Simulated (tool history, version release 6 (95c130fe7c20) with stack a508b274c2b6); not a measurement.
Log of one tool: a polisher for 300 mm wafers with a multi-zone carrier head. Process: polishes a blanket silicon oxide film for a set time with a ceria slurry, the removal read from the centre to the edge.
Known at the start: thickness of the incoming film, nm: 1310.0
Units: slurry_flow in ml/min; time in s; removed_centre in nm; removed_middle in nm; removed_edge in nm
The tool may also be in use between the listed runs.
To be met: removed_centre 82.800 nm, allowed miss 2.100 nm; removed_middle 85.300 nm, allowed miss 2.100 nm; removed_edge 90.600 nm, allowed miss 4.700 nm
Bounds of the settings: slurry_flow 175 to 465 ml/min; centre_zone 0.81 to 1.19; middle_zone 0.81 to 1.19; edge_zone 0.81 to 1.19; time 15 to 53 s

Run 1, hour 0.0: slurry_flow 295 ml/min, centre_zone 1.00, middle_zone 1.00, edge_zone 1.00, time 34 s. Result: removed_centre 132.710 nm, removed_middle 134.170 nm, removed_edge 135.560 nm.
Run 2, hour 5.1: slurry_flow 290 ml/min, centre_zone 0.98, middle_zone 0.98, edge_zone 0.98, time 32 s. Result: removed_centre 122.150 nm, removed_middle 125.000 nm, removed_edge 124.580 nm.
Run 3, hour 6.0: slurry_flow 285 ml/min, centre_zone 0.96, middle_zone 0.95, edge_zone 0.98, time 31 s. Result: removed_centre 116.080 nm, removed_middle 117.780 nm, removed_edge 122.250 nm.
Run 4, hour 13.7: slurry_flow 285 ml/min, centre_zone 0.96, middle_zone 0.95, edge_zone 0.98, time 36 s. Result: removed_centre 135.040 nm, removed_middle 138.190 nm, removed_edge 138.570 nm.
Run 5, hour 17.4: slurry_flow 285 ml/min, centre_zone 0.90, middle_zone 0.95, edge_zone 0.98, time 36 s. Result: removed_centre 126.320 nm, removed_middle 135.190 nm, removed_edge 137.860 nm.
Run 6, hour 21.1: slurry_flow 350 ml/min, centre_zone 0.90, middle_zone 0.95, edge_zone 0.98, time 36 s. Result: removed_centre 129.880 nm, removed_middle 139.140 nm, removed_edge 140.520 nm.
Run 7, hour 29.4: slurry_flow 340 ml/min, centre_zone 0.89, middle_zone 0.93, edge_zone 0.96, time 34 s. Result: removed_centre 121.950 nm, removed_middle 129.290 nm, removed_edge 135.570 nm.
Run 8, hour 30.3: slurry_flow 320 ml/min, centre_zone 0.90, middle_zone 0.93, edge_zone 0.95, time 32 s. Result: removed_centre 113.400 nm, removed_middle 120.470 nm, removed_edge 122.640 nm.
Run 9, hour 37.5: slurry_flow 305 ml/min, centre_zone 0.89, middle_zone 0.91, edge_zone 0.94, time 31 s. Result: removed_centre 108.690 nm, removed_middle 114.680 nm, removed_edge 119.280 nm.
Run 10, hour 39.5: slurry_flow 295 ml/min, centre_zone 0.88, middle_zone 0.90, edge_zone 0.92, time 30 s. Result: removed_centre 103.250 nm, removed_middle 108.600 nm, removed_edge 113.280 nm.
Run 11, hour 45.3: slurry_flow 280 ml/min, centre_zone 0.87, middle_zone 0.89, edge_zone 0.90, time 29 s. Result: removed_centre 98.524 nm, removed_middle 105.750 nm, removed_edge 110.040 nm.
Run 12, hour 51.3: slurry_flow 275 ml/min, centre_zone 0.87, middle_zone 0.88, edge_zone 0.89, time 28 s. Result: removed_centre 94.185 nm, removed_middle 101.090 nm, removed_edge 103.920 nm.
Run 13, hour 58.6: slurry_flow 225 ml/min, centre_zone 0.86, middle_zone 0.81, edge_zone 0.86, time 25 s. Result: removed_centre 81.019 nm, removed_middle 81.109 nm, removed_edge 90.064 nm.
Run 14, hour 63.5: slurry_flow 230 ml/min, centre_zone 0.86, middle_zone 0.81, edge_zone 0.86, time 25 s. Result: removed_centre 81.799 nm, removed_middle 81.873 nm, removed_edge 91.857 nm.
Run 15, hour 70.2: slurry_flow 235 ml/min, centre_zone 0.86, middle_zone 0.81, edge_zone 0.85, time 25 s. Result: removed_centre 81.367 nm, removed_middle 81.788 nm, removed_edge 89.204 nm.
Run 16, hour 73.9: slurry_flow 240 ml/min, centre_zone 0.86, middle_zone 0.81, edge_zone 0.85, time 25 s. Result: removed_centre 81.789 nm, removed_middle 82.633 nm, removed_edge 87.958 nm.
Run 17, hour 80.8: slurry_flow 245 ml/min, centre_zone 0.86, middle_zone 0.81, edge_zone 0.85, time 25 s. Result: removed_centre 81.698 nm, removed_middle 82.105 nm, removed_edge 87.311 nm.

Which of these 4 next moves meets every target?
Run A, hour 87.7: slurry_flow 180 ml/min, centre_zone 0.81, middle_zone 0.91, edge_zone 0.83, time 26 s. Result: removed_centre ?, removed_middle ?, removed_edge ?.
Run B, hour 87.7: slurry_flow 335 ml/min, centre_zone 0.92, middle_zone 0.98, edge_zone 0.81, time 22 s. Result: removed_centre ?, removed_middle ?, removed_edge ?.
Run C, hour 87.7: slurry_flow 185 ml/min, centre_zone 0.87, middle_zone 0.81, edge_zone 0.90, time 26 s. Result: removed_centre ?, removed_middle ?, removed_edge ?.
Run D, hour 87.7: slurry_flow 280 ml/min, centre_zone 0.85, middle_zone 0.82, edge_zone 0.84, time 25 s. Result: removed_centre ?, removed_middle ?, removed_edge ?.

move  removed_centre  removed_middle  removed_edge
   A          76.133          89.669        88.401
   B          79.942          87.467        78.911
   C          81.817          82.683        92.159
   D          82.550          85.401        89.991
A: takes the result that was furthest off past its target
B: takes the result that was furthest off past its target
C: nearer than the last run, and not there yet
D: meets every target
Answer: D
